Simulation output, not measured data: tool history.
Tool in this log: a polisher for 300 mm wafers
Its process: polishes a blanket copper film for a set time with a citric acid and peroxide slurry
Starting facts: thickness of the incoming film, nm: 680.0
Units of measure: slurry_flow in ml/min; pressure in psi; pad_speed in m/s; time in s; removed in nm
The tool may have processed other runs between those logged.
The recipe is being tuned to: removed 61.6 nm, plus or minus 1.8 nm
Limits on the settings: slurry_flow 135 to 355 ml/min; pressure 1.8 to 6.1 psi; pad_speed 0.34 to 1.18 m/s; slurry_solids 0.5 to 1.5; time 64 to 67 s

| run | day | slurry_flow | pressure | pad_speed | slurry_solids | time | removed |
|---|---|---|---|---|---|---|---|
| 1 | 0 | 225 | 3.9 | 0.76 | 1 | 64 | 145.9 |
| 2 | 0.212 | 220 | 3.4 | 0.7 | 1 | 64 | 121.33 |
| 3 | 0.45 | 220 | 3.4 | 0.7 | 1.1 | 64 | 121.92 |
| 4 | 0.612 | 215 | 3 | 0.64 | 1.1 | 64 | 101.5 |
| 5 | 0.925 | 210 | 2.7 | 0.6 | 1.1 | 64 | 88.539 |
| 6 | 1.146 | 205 | 2.5 | 0.58 | 1.1 | 64 | 79.788 |
| 7 | 1.188 | 195 | 2.3 | 0.58 | 1.1 | 64 | 73.343 |
| 8 | 1.542 | 155 | 1.8 | 0.58 | 1.1 | 64 | 55.723 |
| 9 | 1.575 | 165 | 1.8 | 0.58 | 1.1 | 64 | 56.695 |
| 10 | 1.679 | 170 | 1.8 | 0.58 | 1.1 | 64 | 57.301 |
| 11 | 1.796 | 175 | 1.8 | 0.58 | 1.1 | 64 | 56.539 |
| 12 | 1.892 | 185 | 1.8 | 0.58 | 1.1 | 64 | 57.886 |
| 13 | 1.917 | 195 | 1.8 | 0.58 | 1.1 | 64 | 57.924 |
| 14 | 2.104 | 200 | 1.8 | 0.58 | 1.1 | 64 | 58.265 |
| 15 | 2.271 | 205 | 1.8 | 0.58 | 1.1 | 64 | 58.315 |
| 16 | 2.621 | 210 | 1.8 | 0.58 | 1.1 | 64 | 58.992 |
| 17 | 2.892 | 210 | 1.8 | 0.58 | 1.1 | 64 | 58.497 |
| 18 | 3.146 | 225 | 2 | 0.58 | 1.1 | 64 | 64.415 |

Consider the 5 candidate settings below. Which is the only one whose results all fall within their allowed miss of target?
| A | 3.4 | 155 | 2.1 | 0.6 | 1.3 | 64 | ? |
| B | 3.4 | 275 | 1.9 | 0.48 | 1.3 | 64 | ? |
| C | 3.4 | 200 | 2.4 | 0.44 | 1.3 | 64 | ? |
| D | 3.4 | 240 | 1.9 | 0.58 | 1.05 | 64 | ? |
| E | 3.4 | 280 | 2 | 0.54 | 1.1 | 67 | ? |

| move | removed |
|---|---|
| A | 69.488 |
| B | 58.92 |
| C | 66.364 |
| D | 62.866 |
| E | 67.505 |
A: moves away from the targets compared with the last run
B: moves the result that the last run missed by most past its target, out the other side
C: moves away from the targets compared with the last run
D: every result within its allowed miss
E: moves away from the targets compared with the last run
Move D is the one to make.
